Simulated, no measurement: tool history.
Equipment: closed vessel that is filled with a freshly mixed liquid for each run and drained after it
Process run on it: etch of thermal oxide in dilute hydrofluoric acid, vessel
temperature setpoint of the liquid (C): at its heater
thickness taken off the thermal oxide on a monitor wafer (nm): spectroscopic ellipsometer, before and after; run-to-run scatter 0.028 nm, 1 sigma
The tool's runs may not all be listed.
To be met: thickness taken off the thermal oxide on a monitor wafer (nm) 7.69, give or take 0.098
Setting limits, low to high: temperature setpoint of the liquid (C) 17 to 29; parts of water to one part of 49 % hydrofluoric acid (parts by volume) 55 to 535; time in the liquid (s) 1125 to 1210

run	hour	temperature setpoint of the liquid (C)	parts of water to one part of 49 % hydrofluoric acid (parts by volume)	time in the liquid (s)	thickness taken off the thermal oxide on a monitor wafer (nm)
1	0	21	295	1125	12.694
2	8.8	20	315	1125	11.289
3	18.2	20	210	1125	18.653
4	20.1	20	275	1125	13.398
5	28.6	20	190	1125	20.977
6	30.1	20	190	1125	20.975
7	36.4	19.5	230	1125	16.245
8	42.4	17	350	1125	8.8268
9	49.1	17	355	1125	8.6891
10	56.7	17	360	1125	8.4898
11	59	17	365	1125	8.3567
12	60.9	17	370	1125	8.243
13	66.4	17	375	1125	8.0474
14	72.3	17	385	1125	7.8205

Next run, 4 choices. One meets every target within its allowed miss, the rest don't. Which?
A	78.2	17	395	1190	?
B	78.2	17	405	1210	?
C	78.2	20	415	1125	?
D	78.2	18	425	1210	?

move	thickness taken off the thermal oxide on a monitor wafer (nm)
A	7.9917
B	7.8659
C	7.8871
D	7.6564
A: lands further from the targets than the last run did
B: lands further from the targets than the last run did
C: lands further from the targets than the last run did
D: each result inside its tolerance
Correct choice: D, which meets every target
